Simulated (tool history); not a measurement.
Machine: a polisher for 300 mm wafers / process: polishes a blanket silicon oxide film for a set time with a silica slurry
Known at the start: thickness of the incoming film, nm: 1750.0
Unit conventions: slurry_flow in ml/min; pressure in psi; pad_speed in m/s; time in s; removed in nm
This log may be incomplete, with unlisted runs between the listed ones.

{"run": 1, "hour": 0.0, "slurry_flow": 265, "pressure": 4.1, "pad_speed": 1.24, "slurry_solids": 1, "time": 48, "removed": 141.67}
{"run": 2, "hour": 2.1, "slurry_flow": 265, "pressure": 4.3, "pad_speed": 1.24, "slurry_solids": 1, "time": 48, "removed": 148.45}
{"run": 3, "hour": 5.8, "slurry_flow": 265, "pressure": 4.3, "pad_speed": 1.24, "slurry_solids": 1, "time": 43, "removed": 135.16}
{"run": 4, "hour": 14.0, "slurry_flow": 265, "pressure": 4.6, "pad_speed": 1.24, "slurry_solids": 1, "time": 43, "removed": 141.52}
{"run": 5, "hour": 19.3, "slurry_flow": 265, "pressure": 4.6, "pad_speed": 1.24, "slurry_solids": 0.85, "time": 43, "removed": 131.23}
{"run": 6, "hour": 20.3, "slurry_flow": 265, "pressure": 4.6, "pad_speed": 1.24, "slurry_solids": 0.85, "time": 43, "removed": 132.87}

Run 7 comes next. What will it give?
{"run": 7, "hour": 24.1, "slurry_flow": 265, "pressure": 4.9, "pad_speed": 1.26, "slurry_solids": 0.85, "time": 43, "removed": "?"}

{"run 7": {"removed": 140.27}}

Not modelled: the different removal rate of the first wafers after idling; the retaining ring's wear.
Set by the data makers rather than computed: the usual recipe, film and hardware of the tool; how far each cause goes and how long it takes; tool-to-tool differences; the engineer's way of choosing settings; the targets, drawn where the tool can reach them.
